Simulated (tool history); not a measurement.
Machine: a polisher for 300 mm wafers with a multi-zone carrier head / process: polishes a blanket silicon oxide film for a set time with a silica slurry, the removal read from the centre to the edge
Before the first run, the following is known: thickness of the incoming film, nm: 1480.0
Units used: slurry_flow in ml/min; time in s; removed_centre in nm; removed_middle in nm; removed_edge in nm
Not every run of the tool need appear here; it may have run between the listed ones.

Run 1, hour 0.0: slurry_flow 300 ml/min, centre_zone 1.00, middle_zone 1.00, edge_zone 1.00, slurry_solids 1.00, time 63 s. Result: removed_centre 155.86 nm, removed_middle 145.640 nm, removed_edge 154.73 nm.
Run 2, hour 6.3: slurry_flow 300 ml/min, centre_zone 1.00, middle_zone 1.00, edge_zone 1.00, slurry_solids 1.00, time 69 s. Result: removed_centre 169.12 nm, removed_middle 162.090 nm, removed_edge 168.61 nm.
Run 3, hour 9.4: slurry_flow 295 ml/min, centre_zone 0.97, middle_zone 0.98, edge_zone 0.96, slurry_solids 0.90, time 65 s. Result: removed_centre 147.18 nm, removed_middle 143.990 nm, removed_edge 150.08 nm.
Run 4, hour 14.1: slurry_flow 295 ml/min, centre_zone 1.05, middle_zone 0.98, edge_zone 0.96, slurry_solids 0.90, time 65 s. Result: removed_centre 161.95 nm, removed_middle 143.500 nm, removed_edge 145.44 nm.
Run 5, hour 17.3: slurry_flow 290 ml/min, centre_zone 1.02, middle_zone 0.95, edge_zone 0.94, slurry_solids 0.80, time 61 s. Result: removed_centre 139.38 nm, removed_middle 125.730 nm, removed_edge 129.99 nm.
Run 6, hour 18.8: slurry_flow 285 ml/min, centre_zone 1.00, middle_zone 0.93, edge_zone 0.92, slurry_solids 0.75, time 58 s. Result: removed_centre 127.87 nm, removed_middle 113.330 nm, removed_edge 117.12 nm.
Run 7, hour 27.6: slurry_flow 275 ml/min, centre_zone 0.96, middle_zone 0.91, edge_zone 0.90, slurry_solids 0.70, time 57 s. Result: removed_centre 117.81 nm, removed_middle 106.410 nm, removed_edge 112.96 nm.
Run 8, hour 34.6: slurry_flow 275 ml/min, centre_zone 0.94, middle_zone 0.90, edge_zone 0.88, slurry_solids 0.65, time 56 s. Result: removed_centre 106.95 nm, removed_middle 100.190 nm, removed_edge 110.79 nm.
Run 9, hour 42.2: slurry_flow 270 ml/min, centre_zone 0.94, middle_zone 0.90, edge_zone 0.86, slurry_solids 0.60, time 55 s. Result: removed_centre 105.30 nm, removed_middle 96.020 nm, removed_edge 101.00 nm.

What does the tool deliver on the next run?
Run 10, hour 49.3: slurry_flow 270 ml/min, centre_zone 0.94, middle_zone 0.90, edge_zone 0.86, slurry_solids 0.60, time 55 s. Result: removed_centre ?, removed_middle ?, removed_edge ?.

removed_centre: 103.01 nm
removed_middle: 95.227 nm
removed_edge: 101.21 nm
